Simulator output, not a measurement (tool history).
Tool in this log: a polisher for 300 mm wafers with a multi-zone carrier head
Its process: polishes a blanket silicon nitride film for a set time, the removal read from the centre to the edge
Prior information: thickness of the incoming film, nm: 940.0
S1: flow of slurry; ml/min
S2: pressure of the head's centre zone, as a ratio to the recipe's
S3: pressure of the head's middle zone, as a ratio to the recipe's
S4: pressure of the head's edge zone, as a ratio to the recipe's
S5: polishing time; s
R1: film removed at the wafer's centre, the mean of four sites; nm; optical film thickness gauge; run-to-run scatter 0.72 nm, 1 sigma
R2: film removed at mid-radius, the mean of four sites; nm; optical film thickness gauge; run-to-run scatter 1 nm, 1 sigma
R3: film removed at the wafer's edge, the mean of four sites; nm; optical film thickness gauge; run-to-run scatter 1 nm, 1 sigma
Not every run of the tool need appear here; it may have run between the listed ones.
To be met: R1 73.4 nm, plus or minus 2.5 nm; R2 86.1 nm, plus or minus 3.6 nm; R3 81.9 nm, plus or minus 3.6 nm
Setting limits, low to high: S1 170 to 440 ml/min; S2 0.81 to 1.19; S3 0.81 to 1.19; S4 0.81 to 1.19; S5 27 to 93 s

{"run": 1, "hour": 0.0, "S1": 280, "S2": 1, "S3": 1, "S4": 1, "S5": 59, "R1": 62.496, "R2": 62.028, "R3": 59.737}
{"run": 2, "hour": 2.9, "S1": 280, "S2": 1, "S3": 1, "S4": 0.97, "S5": 59, "R1": 63.132, "R2": 60.614, "R3": 60.102}
{"run": 3, "hour": 8.6, "S1": 280, "S2": 1.06, "S3": 1, "S4": 0.97, "S5": 59, "R1": 66.567, "R2": 61.522, "R3": 60.205}
{"run": 4, "hour": 15.4, "S1": 280, "S2": 1.06, "S3": 0.92, "S4": 0.97, "S5": 59, "R1": 65.493, "R2": 58.019, "R3": 60.396}
{"run": 5, "hour": 21.1, "S1": 280, "S2": 1.06, "S3": 0.92, "S4": 0.97, "S5": 52, "R1": 57.896, "R2": 49.946, "R3": 54.006}
{"run": 6, "hour": 24.6, "S1": 280, "S2": 1.04, "S3": 0.93, "S4": 0.99, "S5": 55, "R1": 61.038, "R2": 53.866, "R3": 58.08}
{"run": 7, "hour": 28.4, "S1": 280, "S2": 1.02, "S3": 0.95, "S4": 1.01, "S5": 57, "R1": 61.681, "R2": 57.026, "R3": 59.362}
{"run": 8, "hour": 30.9, "S1": 280, "S2": 1.02, "S3": 0.95, "S4": 1.01, "S5": 57, "R1": 60.92, "R2": 56.174, "R3": 58.031}
{"run": 9, "hour": 31.8, "S1": 275, "S2": 1, "S3": 0.95, "S4": 1.01, "S5": 60, "R1": 62.709, "R2": 60.022, "R3": 62.03}

4 next moves are on the table. One of them brings every result within its allowed miss. Which?
{"run": "A", "hour": 32.7, "S1": 240, "S2": 0.98, "S3": 0.85, "S4": 1.01, "S5": 73, "R1": "?", "R2": "?", "R3": "?"}
{"run": "B", "hour": 32.7, "S1": 235, "S2": 0.88, "S3": 1.05, "S4": 1, "S5": 80, "R1": "?", "R2": "?", "R3": "?"}
{"run": "C", "hour": 32.7, "S1": 300, "S2": 0.81, "S3": 0.98, "S4": 1.02, "S5": 67, "R1": "?", "R2": "?", "R3": "?"}
{"run": "D", "hour": 32.7, "S1": 305, "S2": 1.15, "S3": 0.92, "S4": 0.98, "S5": 41, "R1": "?", "R2": "?", "R3": "?"}

move=A R1=74.377 R2=65.046 R3=76.742
move=B R1=73.004 R2=84.687 R3=83.305
move=C R1=58.002 R2=68.892 R3=72.028
move=D R1=50.605 R2=40.009 R3=43.322
A: closer than the last run, but not yet in spec
B: every result lands within tolerance
C: closer than the last run, but not yet in spec
D: lands further from the targets than the last run did
Go with B: it meets all targets.

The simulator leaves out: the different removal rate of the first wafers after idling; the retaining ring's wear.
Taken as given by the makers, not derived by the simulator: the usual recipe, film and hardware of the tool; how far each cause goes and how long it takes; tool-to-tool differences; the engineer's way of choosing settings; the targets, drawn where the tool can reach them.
